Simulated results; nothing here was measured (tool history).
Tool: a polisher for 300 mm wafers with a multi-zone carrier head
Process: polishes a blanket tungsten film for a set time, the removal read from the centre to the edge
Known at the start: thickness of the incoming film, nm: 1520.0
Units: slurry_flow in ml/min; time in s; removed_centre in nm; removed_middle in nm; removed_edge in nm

Run 1, day 0: slurry_flow 220 ml/min, centre_zone 1, middle_zone 1, edge_zone 1, slurry_solids 1, time 44 s. Result: removed_centre 179.32 nm, removed_middle 179.66 nm, removed_edge 177.07 nm.
Run 2, day 0.075: slurry_flow 225 ml/min, centre_zone 0.98, middle_zone 1.02, edge_zone 1.03, slurry_solids 1.1, time 46 s. Result: removed_centre 186.34 nm, removed_middle 195.14 nm, removed_edge 193.02 nm.
Run 3, day 0.179: slurry_flow 230 ml/min, centre_zone 0.97, middle_zone 1.05, edge_zone 1.06, slurry_solids 1.2, time 48 s. Result: removed_centre 196.92 nm, removed_middle 210.32 nm, removed_edge 205.91 nm.
Run 4, day 0.358: slurry_flow 230 ml/min, centre_zone 0.97, middle_zone 1.05, edge_zone 1.06, slurry_solids 1.05, time 48 s. Result: removed_centre 189.22 nm, removed_middle 208.27 nm, removed_edge 199.08 nm.
Run 5, day 0.721: slurry_flow 230 ml/min, centre_zone 0.97, middle_zone 1.05, edge_zone 0.97, slurry_solids 1.05, time 48 s. Result: removed_centre 188.74 nm, removed_middle 206.1 nm, removed_edge 190.83 nm.
Run 6, day 1: slurry_flow 230 ml/min, centre_zone 1.05, middle_zone 1.05, edge_zone 0.97, slurry_solids 1.05, time 48 s. Result: removed_centre 206.73 nm, removed_middle 204.51 nm, removed_edge 189.61 nm.
Run 7, day 1.038: slurry_flow 235 ml/min, centre_zone 1.02, middle_zone 1.06, edge_zone 1.01, slurry_solids 1.15, time 50 s. Result: removed_centre 213.34 nm, removed_middle 222.7 nm, removed_edge 203.55 nm.
Run 8, day 1.296: slurry_flow 235 ml/min, centre_zone 0.99, middle_zone 1.06, edge_zone 1.04, slurry_solids 1.2, time 52 s. Result: removed_centre 221.86 nm, removed_middle 233.86 nm, removed_edge 222.74 nm.

Forecast run 9:
Run 9, day 1.458: slurry_flow 240 ml/min, centre_zone 0.96, middle_zone 1.07, edge_zone 1.06, slurry_solids 1.25, time 53 s. Result: removed_centre ?, removed_middle ?, removed_edge ?.

Run 9 gave removed_centre 224.76 nm, removed_middle 241.63 nm, removed_edge 229.54 nm.
